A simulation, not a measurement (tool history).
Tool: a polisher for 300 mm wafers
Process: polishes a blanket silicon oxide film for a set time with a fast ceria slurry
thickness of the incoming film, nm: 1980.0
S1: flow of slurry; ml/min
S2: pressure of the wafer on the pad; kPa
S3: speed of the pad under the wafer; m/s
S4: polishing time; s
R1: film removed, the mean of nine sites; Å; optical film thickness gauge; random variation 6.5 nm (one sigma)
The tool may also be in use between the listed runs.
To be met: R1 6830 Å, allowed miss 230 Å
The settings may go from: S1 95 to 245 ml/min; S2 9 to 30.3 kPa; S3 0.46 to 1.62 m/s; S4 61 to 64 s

run,hour,S1,S2,S3,S4,R1
1,0,155,19.3,1.04,61,10655
2,4.6,150,17.2,1.04,61,9336.1
3,9.6,150,17.2,0.8,61,7300.9
4,11,150,17.2,0.68,61,6345.6
5,14.9,155,17.2,0.68,61,6267.8
6,20.4,155,17.2,0.46,61,4352
7,27.1,155,19.3,0.46,61,4811.4
8,32.3,155,21.4,0.46,61,5332.9
9,33.9,155,22.8,0.46,61,5723.5
10,41.7,155,23.4,0.46,61,5805.5
11,50.3,155,24.1,0.46,61,5974.3

4 next moves are on the table. One of them brings every result within its allowed miss. Which?
A,58.9,155,24.8,0.52,64,?
B,58.9,135,24.8,0.56,64,?
C,58.9,180,23.4,0.54,64,?
D,58.9,160,24.1,0.52,61,?

move,R1
A,7249.6
B,7598.3
C,7263.8
D,6755.6
A: takes the result that was furthest off past its target
B: takes the result that was furthest off past its target
C: takes the result that was furthest off past its target
D: meets every target
The right move is D.

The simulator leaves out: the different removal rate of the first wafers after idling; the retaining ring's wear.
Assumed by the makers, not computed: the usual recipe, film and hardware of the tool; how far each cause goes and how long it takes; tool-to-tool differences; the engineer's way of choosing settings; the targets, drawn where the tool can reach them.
